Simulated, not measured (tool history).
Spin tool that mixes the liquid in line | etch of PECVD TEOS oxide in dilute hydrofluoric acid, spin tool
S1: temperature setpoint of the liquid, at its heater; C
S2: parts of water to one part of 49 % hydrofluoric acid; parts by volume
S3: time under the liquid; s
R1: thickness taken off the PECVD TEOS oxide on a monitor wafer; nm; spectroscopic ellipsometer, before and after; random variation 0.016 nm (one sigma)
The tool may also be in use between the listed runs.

Run 1, hour 0.0: S1 23.0 C, S2 105 parts by volume, S3 45 s. Result: R1 3.5510 nm.
Run 2, hour 6.1: S1 20.0 C, S2 105 parts by volume, S3 45 s. Result: R1 3.1175 nm.
Run 3, hour 11.8: S1 20.0 C, S2 105 parts by volume, S3 35 s. Result: R1 2.4315 nm.
Run 4, hour 17.2: S1 20.0 C, S2 85 parts by volume, S3 35 s. Result: R1 3.0864 nm.
Run 5, hour 23.3: S1 20.0 C, S2 55 parts by volume, S3 35 s. Result: R1 4.9589 nm.
Run 6, hour 32.1: S1 20.0 C, S2 55 parts by volume, S3 45 s. Result: R1 6.3930 nm.
Run 7, hour 34.5: S1 19.5 C, S2 70 parts by volume, S3 45 s. Result: R1 4.8084 nm.
Run 8, hour 43.0: S1 19.0 C, S2 80 parts by volume, S3 45 s. Result: R1 4.0715 nm.
Run 9, hour 45.1: S1 18.5 C, S2 90 parts by volume, S3 45 s. Result: R1 3.5291 nm.
Run 10, hour 53.0: S1 18.0 C, S2 95 parts by volume, S3 45 s. Result: R1 3.2222 nm.
Run 11, hour 59.3: S1 18.0 C, S2 100 parts by volume, S3 45 s. Result: R1 3.0503 nm.
Run 12, hour 67.0: S1 18.0 C, S2 105 parts by volume, S3 45 s. Result: R1 2.9257 nm.
Run 13, hour 69.1: S1 18.0 C, S2 110 parts by volume, S3 45 s. Result: R1 2.7765 nm.

Run 14 comes next. What will it give?
At hour 77.8: hydrofluoric acid flow meter replaced.
Run 14, hour 77.8: S1 18.0 C, S2 110 parts by volume, S3 45 s. Result: R1 ?.

Run 14 gave R1 3.0615 nm.
